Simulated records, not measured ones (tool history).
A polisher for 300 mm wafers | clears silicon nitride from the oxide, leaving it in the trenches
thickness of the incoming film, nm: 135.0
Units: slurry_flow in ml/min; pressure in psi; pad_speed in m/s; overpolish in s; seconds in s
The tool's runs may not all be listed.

Run 1, hour 0.0: slurry_flow 215 ml/min, pressure 3.3 psi, pad_speed 0.86 m/s, overpolish 6 s. Result: seconds 115.32 s.
Run 2, hour 6.7: slurry_flow 215 ml/min, pressure 2.6 psi, pad_speed 0.86 m/s, overpolish 6 s. Result: seconds 144.37 s.
Run 3, hour 13.7: slurry_flow 215 ml/min, pressure 2.6 psi, pad_speed 1.04 m/s, overpolish 6 s. Result: seconds 122.25 s.
Run 4, hour 21.0: slurry_flow 215 ml/min, pressure 2.6 psi, pad_speed 0.96 m/s, overpolish 6 s. Result: seconds 130.99 s.
Run 5, hour 22.1: slurry_flow 195 ml/min, pressure 2.3 psi, pad_speed 0.82 m/s, overpolish 6 s. Result: seconds 173.00 s.
Run 6, hour 30.8: slurry_flow 195 ml/min, pressure 2.3 psi, pad_speed 0.98 m/s, overpolish 6 s. Result: seconds 145.96 s.
Run 7, hour 38.4: slurry_flow 185 ml/min, pressure 2.1 psi, pad_speed 0.86 m/s, overpolish 6 s. Result: seconds 181.45 s.
Run 8, hour 45.6: slurry_flow 175 ml/min, pressure 2.0 psi, pad_speed 0.78 m/s, overpolish 6 s. Result: seconds 207.95 s.

The next listed run, before its measurement:
Run 9, hour 48.4: slurry_flow 165 ml/min, pressure 1.9 psi, pad_speed 0.72 m/s, overpolish 6 s. Result: seconds ?.

seconds: 237.79 s
